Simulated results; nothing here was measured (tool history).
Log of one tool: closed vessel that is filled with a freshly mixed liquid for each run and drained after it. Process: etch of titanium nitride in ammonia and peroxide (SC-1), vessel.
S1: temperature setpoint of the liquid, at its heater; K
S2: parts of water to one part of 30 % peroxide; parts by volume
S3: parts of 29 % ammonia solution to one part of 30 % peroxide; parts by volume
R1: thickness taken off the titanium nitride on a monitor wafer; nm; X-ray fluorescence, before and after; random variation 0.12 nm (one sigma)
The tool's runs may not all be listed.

{"run": 1, "day": 0.0, "S1": 319.15, "S2": 7.5, "S3": 0.95, "time in the liquid (s)": 75, "R1": 8.709}
{"run": 2, "day": 0.338, "S1": 319.15, "S2": 7.5, "S3": 0.95, "time in the liquid (s)": 75, "R1": 8.6277}
{"run": 3, "day": 0.467, "S1": 319.15, "S2": 7.5, "S3": 0.95, "time in the liquid (s)": 75, "R1": 8.7433}
{"run": 4, "day": 0.617, "S1": 312.65, "S2": 7.5, "S3": 0.95, "time in the liquid (s)": 75, "R1": 5.4206}
{"run": 5, "day": 1.0, "S1": 312.65, "S2": 7.5, "S3": 0.95, "time in the liquid (s)": 50, "R1": 3.6406}
{"run": 6, "day": 1.3, "S1": 312.65, "S2": 7.5, "S3": 0.7, "time in the liquid (s)": 50, "R1": 3.4717}
{"run": 7, "day": 1.6, "S1": 319.15, "S2": 7.5, "S3": 0.7, "time in the liquid (s)": 50, "R1": 5.5437}
{"run": 8, "day": 1.658, "S1": 327.15, "S2": 6, "S3": 0.7, "time in the liquid (s)": 50, "R1": 10.79}
{"run": 9, "day": 1.808, "S1": 329.65, "S2": 6, "S3": 0.7, "time in the liquid (s)": 50, "R1": 12.728}

Forecast run 10:
{"run": 10, "day": 1.967, "S1": 331.65, "S2": 6, "S3": 0.7, "time in the liquid (s)": 50, "R1": "?"}

Run 10 gave R1 14.536 nm.
